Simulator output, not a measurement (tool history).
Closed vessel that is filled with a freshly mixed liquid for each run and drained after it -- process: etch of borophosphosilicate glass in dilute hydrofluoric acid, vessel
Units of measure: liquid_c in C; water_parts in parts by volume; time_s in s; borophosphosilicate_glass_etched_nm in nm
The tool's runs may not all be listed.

run,hour,liquid_c,water_parts,time_s,borophosphosilicate_glass_etched_nm
1,0.0,24.0,95,35,30.685
2,1.6,26.0,95,35,33.136
3,4.8,23.5,95,35,30.011
4,13.4,26.0,95,35,33.344
5,14.0,26.0,125,35,24.272
6,19.2,26.0,105,35,29.541
7,20.3,27.5,100,35,33.206
8,23.2,28.5,95,35,36.799
9,29.9,29.5,95,35,37.968

Run 10 has not been measured yet. What should we expect?
10,35.1,30.0,90,35,?

{"run 10": {"borophosphosilicate_glass_etched_nm": 41.042}}

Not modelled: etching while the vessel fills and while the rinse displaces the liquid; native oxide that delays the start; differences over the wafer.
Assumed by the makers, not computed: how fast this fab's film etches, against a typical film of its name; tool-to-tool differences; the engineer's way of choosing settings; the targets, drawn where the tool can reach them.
